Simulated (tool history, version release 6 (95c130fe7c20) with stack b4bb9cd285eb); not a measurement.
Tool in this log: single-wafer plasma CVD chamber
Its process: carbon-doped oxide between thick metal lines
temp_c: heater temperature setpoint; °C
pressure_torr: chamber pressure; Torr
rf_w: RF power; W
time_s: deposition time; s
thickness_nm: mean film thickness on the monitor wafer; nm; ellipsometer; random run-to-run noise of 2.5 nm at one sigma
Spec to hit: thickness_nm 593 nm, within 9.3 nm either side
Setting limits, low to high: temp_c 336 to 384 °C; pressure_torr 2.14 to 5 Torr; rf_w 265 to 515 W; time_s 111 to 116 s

run,hour,temp_c,pressure_torr,rf_w,time_s,thickness_nm
1,0,360,3.57,390,116,496.75
2,2.9,360,3.57,390,111,471.38
3,7.8,358,3.77,405,111,489.9
4,11.8,357,3.84,425,111,516.14
5,16.7,357,3.84,425,116,538.36
6,18,355,3.98,430,116,544.6
7,24,354,4.06,435,116,554.75
8,32.3,353,4.17,440,116,568.24
9,40.7,351,4.23,440,116,570.93
10,46.9,350,4.29,440,116,571.12
11,53.2,349,4.36,440,116,583.6
12,54.9,348,4.37,440,116,580.86
13,56.5,347,4.4,440,116,580.83

Consider the 5 candidate settings below. Which is the only one whose results all fall within their allowed miss of target?
A,58.1,359,4.83,420,116,?
B,58.1,348,4.32,430,116,?
C,58.1,351,4.29,440,112,?
D,58.1,347,4.5,425,116,?
E,58.1,349,4.49,475,112,?

move,thickness_nm
A,559.88
B,570.68
C,556.7
D,571.67
E,596.04
A: misses by more than the last run did
B: misses by more than the last run did
C: misses by more than the last run did
D: misses by more than the last run did
E: each result inside its tolerance
E is the move that brings every result within its allowed miss.
